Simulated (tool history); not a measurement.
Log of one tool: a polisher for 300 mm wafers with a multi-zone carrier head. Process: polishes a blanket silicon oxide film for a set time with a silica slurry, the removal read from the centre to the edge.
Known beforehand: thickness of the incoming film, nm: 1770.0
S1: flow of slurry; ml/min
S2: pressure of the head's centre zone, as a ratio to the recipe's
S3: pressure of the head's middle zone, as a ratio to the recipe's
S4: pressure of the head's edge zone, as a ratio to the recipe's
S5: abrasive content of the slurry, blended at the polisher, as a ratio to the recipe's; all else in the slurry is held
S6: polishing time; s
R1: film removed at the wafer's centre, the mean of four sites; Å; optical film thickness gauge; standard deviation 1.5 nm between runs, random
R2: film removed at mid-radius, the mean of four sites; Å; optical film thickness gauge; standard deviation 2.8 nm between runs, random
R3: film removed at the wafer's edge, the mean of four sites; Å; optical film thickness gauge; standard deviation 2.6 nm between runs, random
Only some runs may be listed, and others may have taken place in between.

run,hour,S1,S2,S3,S4,S5,S6,R1,R2,R3
1,0,275,1,1,1,1,43,1558.9,1569.6,1582.1
2,3,275,1,1.03,1.02,1.05,43,1551.9,1655,1624.5
3,7.5,345,1,1.03,1.02,1.05,43,1633.7,1671.3,1639.7
4,13.9,345,1,0.98,1.02,1.05,43,1613.3,1622.5,1669.6
5,17.2,345,1,0.98,1.02,1.05,49,1853.6,1835.5,1903.8
6,17.8,340,0.99,1,1.03,1.05,49,1855.2,1843.4,1850.8
7,26.8,330,0.97,1.01,1.03,1.1,49,1851.6,1915.4,1906

For run 8, what comes out?
8,35.7,325,0.96,1.02,1.04,1.1,49,?,?,?

{"run 8": {"R1": 1832.5, "R2": 1967.2, "R3": 1947.6}}
